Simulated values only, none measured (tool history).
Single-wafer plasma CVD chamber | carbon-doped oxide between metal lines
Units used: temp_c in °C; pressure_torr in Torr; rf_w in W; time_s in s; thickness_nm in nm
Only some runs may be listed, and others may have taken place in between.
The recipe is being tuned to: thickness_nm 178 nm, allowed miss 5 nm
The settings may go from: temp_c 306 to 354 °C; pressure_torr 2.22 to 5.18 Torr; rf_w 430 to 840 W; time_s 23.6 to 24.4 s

| run | hour | temp_c | pressure_torr | rf_w | time_s | thickness_nm |
|---|---|---|---|---|---|---|
| 1 | 0 | 330 | 3.7 | 635 | 23.6 | 156.6 |
| 2 | 3.9 | 330 | 3.7 | 580 | 23.6 | 147.06 |
| 3 | 12.6 | 328 | 3.78 | 610 | 23.7 | 154.54 |
| 4 | 19 | 328 | 3.78 | 610 | 23.6 | 153.2 |
| 5 | 23.6 | 337 | 3.78 | 610 | 23.6 | 149.13 |
| 6 | 29.7 | 335 | 3.88 | 640 | 23.7 | 156.93 |
| 7 | 30.4 | 334 | 4.01 | 660 | 23.7 | 162.89 |
| 8 | 39.1 | 333 | 4.15 | 665 | 23.7 | 162.87 |
| 9 | 45.8 | 333 | 4.15 | 665 | 23.7 | 164.43 |
| 10 | 54.2 | 333 | 4.15 | 665 | 23.7 | 164.22 |
| 11 | 62.6 | 332 | 4.25 | 675 | 23.7 | 165.75 |
| 12 | 71.4 | 331 | 4.27 | 685 | 23.7 | 168.61 |

Consider the 4 candidate settings below. Which is the only one whose results all fall within their allowed miss of target?
| A | 80.2 | 330 | 4.33 | 645 | 23.6 | ? |
| B | 80.2 | 339 | 3.93 | 750 | 24.3 | ? |
| C | 80.2 | 332 | 4.04 | 690 | 23.6 | ? |
| D | 80.2 | 324 | 4.4 | 675 | 23.6 | ? |

| move | thickness_nm |
|---|---|
| A | 162.3 |
| B | 176.89 |
| C | 166.87 |
| D | 170.87 |
A: lands further from the targets than the last run did
B: meets every target
C: lands further from the targets than the last run did
D: better than the last run, though not everything is in spec
Go with B: it meets all targets.
